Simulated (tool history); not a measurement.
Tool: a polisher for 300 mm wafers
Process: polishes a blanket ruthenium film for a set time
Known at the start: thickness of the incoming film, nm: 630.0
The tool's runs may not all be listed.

run  hour  flow of slurry (ml/min)  pressure of the wafer on the pad (kPa)  speed of the pad under the wafer (m/s)  polishing time (s)  film removed (angstrom)
  1   0.0                      180                                    10.3                                    1.04                  63                   582.55
  2   4.7                      175                                     9.0                                    1.04                  63                   518.82
  3  10.2                      175                                     9.0                                    0.80                  63                   411.92
  4  11.0                      170                                     8.3                                    0.80                  63                   382.85
  5  12.6                      170                                     8.3                                    0.66                  63                   323.51
  6  18.4                      180                                     8.3                                    0.66                  63                   324.55

Run 7 comes next. What will it give?
  7  25.4                      180                                     9.0                                    0.66                  63                        ?

{"run 7": {"film removed (angstrom)": 348.14}}

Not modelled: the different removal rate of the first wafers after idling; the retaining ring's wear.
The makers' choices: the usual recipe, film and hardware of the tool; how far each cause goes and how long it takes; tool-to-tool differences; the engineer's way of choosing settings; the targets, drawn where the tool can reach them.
